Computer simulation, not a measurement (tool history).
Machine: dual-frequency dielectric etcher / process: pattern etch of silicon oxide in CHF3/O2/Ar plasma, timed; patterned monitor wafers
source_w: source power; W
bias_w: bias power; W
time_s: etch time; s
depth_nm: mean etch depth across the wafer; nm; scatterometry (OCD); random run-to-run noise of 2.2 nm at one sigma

run  hour  source_w  bias_w  time_s  depth_nm
  1     0       520     197   435.5    831.76
  2   8.6       520     183   435.5     820.2
  3  14.7       470     179     435    782.04
  4    19       430     179     435    756.19
  5  26.2       410     177     435    739.13
  6  31.9       410     177   435.5    739.44
  7  37.5       410     177   435.5    744.76

Run 8 has not been measured yet. What should we expect?
  8    46       390     176   435.5         ?

Run 8 yielded depth_nm 727.47 nm.

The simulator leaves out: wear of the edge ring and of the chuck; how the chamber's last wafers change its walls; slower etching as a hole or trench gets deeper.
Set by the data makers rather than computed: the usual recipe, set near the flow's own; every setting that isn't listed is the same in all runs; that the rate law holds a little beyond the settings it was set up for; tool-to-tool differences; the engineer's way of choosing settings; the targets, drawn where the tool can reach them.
